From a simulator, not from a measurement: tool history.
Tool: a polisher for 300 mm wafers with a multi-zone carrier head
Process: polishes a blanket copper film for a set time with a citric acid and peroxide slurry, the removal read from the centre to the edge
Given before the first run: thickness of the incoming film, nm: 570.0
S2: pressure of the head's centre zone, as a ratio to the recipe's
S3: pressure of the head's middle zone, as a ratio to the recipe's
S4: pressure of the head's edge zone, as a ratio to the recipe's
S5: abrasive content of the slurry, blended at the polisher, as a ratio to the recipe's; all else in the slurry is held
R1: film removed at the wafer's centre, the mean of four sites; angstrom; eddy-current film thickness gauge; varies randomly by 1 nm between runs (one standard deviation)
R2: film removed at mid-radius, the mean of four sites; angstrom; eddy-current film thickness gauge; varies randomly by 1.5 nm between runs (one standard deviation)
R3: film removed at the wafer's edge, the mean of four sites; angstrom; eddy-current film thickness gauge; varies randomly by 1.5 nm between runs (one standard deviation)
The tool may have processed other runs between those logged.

run 1 day=0.000 | flow_of_slurry_(ml/min)=235 S2=1.00 S3=1.00 S4=1.00 S5=1.00 polishing_time_(s)=65 | R1=1939.50 R2=1985.20 R3=2037.90
run 2 day=0.304 | flow_of_slurry_(ml/min)=235 S2=1.00 S3=1.00 S4=1.05 S5=1.00 polishing_time_(s)=65 | R1=1928.50 R2=1908.50 R3=2018.40
run 3 day=0.529 | flow_of_slurry_(ml/min)=240 S2=1.01 S3=1.01 S4=1.05 S5=0.95 polishing_time_(s)=60 | R1=1765.90 R2=1808.30 R3=1906.60
run 4 day=0.692 | flow_of_slurry_(ml/min)=230 S2=1.03 S3=1.01 S4=1.02 S5=0.90 polishing_time_(s)=56 | R1=1679.30 R2=1638.00 R3=1707.60
run 5 day=1.058 | flow_of_slurry_(ml/min)=270 S2=1.03 S3=1.01 S4=1.02 S5=0.90 polishing_time_(s)=56 | R1=1720.40 R2=1707.20 R3=1695.70
run 6 day=1.325 | flow_of_slurry_(ml/min)=270 S2=1.03 S3=1.01 S4=1.09 S5=0.90 polishing_time_(s)=56 | R1=1703.70 R2=1662.40 R3=1790.10
run 7 day=1.579 | flow_of_slurry_(ml/min)=275 S2=1.02 S3=1.00 S4=1.07 S5=0.85 polishing_time_(s)=53 | R1=1574.20 R2=1563.30 R3=1619.20
run 8 day=1.638 | flow_of_slurry_(ml/min)=275 S2=1.02 S3=1.00 S4=1.07 S5=0.85 polishing_time_(s)=53 | R1=1579.20 R2=1573.30 R3=1659.80
run 9 day=1.938 | flow_of_slurry_(ml/min)=280 S2=1.01 S3=0.97 S4=0.97 S5=0.60 polishing_time_(s)=35 | R1=967.55 R2=936.84 R3=948.94

What does the tool deliver on the next run?
run 10 day=1.967 | flow_of_slurry_(ml/min)=280 S2=1.02 S3=0.99 S4=0.99 S5=0.60 polishing_time_(s)=35 | R1=? R2=? R3=?

Run 10 yielded R1 956.65 angstrom, R2 947.83 angstrom, R3 943.21 angstrom.
